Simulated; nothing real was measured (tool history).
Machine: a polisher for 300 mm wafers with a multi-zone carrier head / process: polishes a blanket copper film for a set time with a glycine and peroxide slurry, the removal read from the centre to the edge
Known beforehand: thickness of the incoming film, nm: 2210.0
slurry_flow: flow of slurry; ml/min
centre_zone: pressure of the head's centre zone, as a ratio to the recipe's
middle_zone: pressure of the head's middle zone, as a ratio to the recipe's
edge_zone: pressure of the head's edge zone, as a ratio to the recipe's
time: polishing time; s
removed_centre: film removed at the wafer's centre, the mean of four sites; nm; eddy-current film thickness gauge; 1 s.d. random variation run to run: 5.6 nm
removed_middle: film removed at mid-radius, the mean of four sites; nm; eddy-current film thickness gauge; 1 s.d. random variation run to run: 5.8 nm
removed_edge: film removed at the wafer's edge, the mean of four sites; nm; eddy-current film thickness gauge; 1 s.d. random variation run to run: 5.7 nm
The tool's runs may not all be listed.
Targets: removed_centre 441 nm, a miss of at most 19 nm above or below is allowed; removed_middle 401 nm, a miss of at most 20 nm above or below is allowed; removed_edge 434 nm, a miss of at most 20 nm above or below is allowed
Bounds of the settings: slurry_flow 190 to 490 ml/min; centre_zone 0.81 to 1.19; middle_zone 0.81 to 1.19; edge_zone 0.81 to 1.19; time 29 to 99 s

run,hour,slurry_flow,centre_zone,middle_zone,edge_zone,time,removed_centre,removed_middle,removed_edge
1,0,315,1,1,1,64,307.6,298.6,288.12
2,4.4,315,1,0.99,1.03,70,329.72,327.88,318.21
3,12,315,1.02,0.96,1.05,75,371.51,336.48,351.28
4,14.1,315,1.02,1.03,1.05,75,357.96,351.53,349.59
5,15.5,315,1.04,1.03,1.07,78,389.83,367.89,359.68
6,16.8,315,1.03,1.01,1.08,81,397.72,379.91,377.49
7,24.3,315,1.03,0.99,1.1,83,407.27,379.26,400.63
8,28.5,315,1.03,0.99,1.11,84,404.47,384.62,392.67
9,37,315,1.03,0.97,1.11,86,418.14,393.25,409.79
10,45.3,315,1.03,0.96,1.12,87,421.41,393.34,416.09
11,54.2,315,1.03,0.96,1.12,87,421.29,397.99,409.38

Exercise: of the 4 proposed moves below, exactly one satisfies all targets within the stated allowed misses. Which move is it?
A,63.1,385,1.18,0.81,1.06,86,?,?,?
B,63.1,335,0.87,0.82,1.19,99,?,?,?
C,63.1,200,1.08,0.98,1.19,92,?,?,?
D,63.1,280,0.93,1.01,1.1,94,?,?,?

move,removed_centre,removed_middle,removed_edge
A,493.58,352.37,402.06
B,412.61,405.26,485.65
C,445.21,406.01,429.54
D,411.32,444.84,436.24
A: the biggest miss grows against the last run
B: takes the result that was furthest off past its target
C: all results in spec
D: the worst result of the last run now meets its target, but another is out of spec
The right move is C.
